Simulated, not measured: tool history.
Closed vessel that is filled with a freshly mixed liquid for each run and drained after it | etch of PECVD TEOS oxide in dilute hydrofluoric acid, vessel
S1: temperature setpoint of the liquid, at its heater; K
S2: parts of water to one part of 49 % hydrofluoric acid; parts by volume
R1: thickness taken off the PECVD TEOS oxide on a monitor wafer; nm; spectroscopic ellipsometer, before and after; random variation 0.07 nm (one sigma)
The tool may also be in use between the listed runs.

run 1 hour=0.0 | S1=298.15 S2=75 time_in_the_liquid_(s)=90 | R1=21.208
run 2 hour=6.3 | S1=299.65 S2=75 time_in_the_liquid_(s)=90 | R1=22.488
run 3 hour=7.8 | S1=299.65 S2=75 time_in_the_liquid_(s)=90 | R1=22.495
run 4 hour=16.0 | S1=297.65 S2=75 time_in_the_liquid_(s)=90 | R1=20.847
run 5 hour=17.8 | S1=296.15 S2=75 time_in_the_liquid_(s)=90 | R1=19.647
run 6 hour=21.3 | S1=298.15 S2=75 time_in_the_liquid_(s)=90 | R1=21.260
run 7 hour=28.0 | S1=296.65 S2=75 time_in_the_liquid_(s)=90 | R1=19.849
run 8 hour=34.4 | S1=295.65 S2=75 time_in_the_liquid_(s)=90 | R1=19.188
run 9 hour=42.6 | S1=294.65 S2=75 time_in_the_liquid_(s)=90 | R1=18.264
run 10 hour=45.2 | S1=293.65 S2=75 time_in_the_liquid_(s)=90 | R1=17.605
run 11 hour=52.5 | S1=293.15 S2=75 time_in_the_liquid_(s)=90 | R1=17.363
run 12 hour=60.5 | S1=292.65 S2=75 time_in_the_liquid_(s)=90 | R1=16.766

The next listed run, before its measurement:
run 13 hour=65.6 | S1=292.15 S2=75 time_in_the_liquid_(s)=90 | R1=?

Run 13 gave R1 16.641 nm.
